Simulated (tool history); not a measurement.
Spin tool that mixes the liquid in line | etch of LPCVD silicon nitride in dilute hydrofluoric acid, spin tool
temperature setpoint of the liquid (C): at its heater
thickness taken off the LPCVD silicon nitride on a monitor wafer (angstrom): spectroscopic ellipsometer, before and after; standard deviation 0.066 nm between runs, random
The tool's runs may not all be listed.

run,hour,temperature setpoint of the liquid (C),parts of water to one part of 49 % hydrofluoric acid (parts by volume),time under the liquid (s),thickness taken off the LPCVD silicon nitride on a monitor wafer (angstrom)
1,0,20,55,275,20.18
2,8.1,22,55,275,22.083
3,16.1,23.5,50,275,27.342
4,23.3,22,50,275,24.167
5,24.3,22,50,295,25.771
6,28.1,23,50,295,27.81

What does the tool deliver on the next run?
7,36.5,24,50,295,?

{"run 7": {"thickness taken off the LPCVD silicon nitride on a monitor wafer (angstrom)": 29.598}}
